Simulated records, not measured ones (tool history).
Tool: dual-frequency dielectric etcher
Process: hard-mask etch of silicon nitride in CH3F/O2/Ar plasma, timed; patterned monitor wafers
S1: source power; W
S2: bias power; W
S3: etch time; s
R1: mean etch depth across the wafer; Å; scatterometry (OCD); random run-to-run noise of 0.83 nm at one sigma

Run 1, day 0: S1 420 W, S2 96 W, S3 258.5 s. Result: R1 1935.4 Å.
Run 2, day 0.238: S1 420 W, S2 111 W, S3 258.5 s. Result: R1 2024.5 Å.
Run 3, day 0.346: S1 420 W, S2 101 W, S3 258.5 s. Result: R1 1975.4 Å.
Run 4, day 0.5: S1 380 W, S2 95 W, S3 258.5 s. Result: R1 1859.7 Å.
Run 5, day 0.875: S1 380 W, S2 95 W, S3 270.5 s. Result: R1 1933.4 Å.
Run 6, day 1.238: S1 380 W, S2 95 W, S3 270.5 s. Result: R1 1917.6 Å.

What does the tool deliver on the next run?
Run 7, day 1.596: S1 350 W, S2 92 W, S3 270 s. Result: R1 ?.

{"run 7": {"R1": 1825.8}}

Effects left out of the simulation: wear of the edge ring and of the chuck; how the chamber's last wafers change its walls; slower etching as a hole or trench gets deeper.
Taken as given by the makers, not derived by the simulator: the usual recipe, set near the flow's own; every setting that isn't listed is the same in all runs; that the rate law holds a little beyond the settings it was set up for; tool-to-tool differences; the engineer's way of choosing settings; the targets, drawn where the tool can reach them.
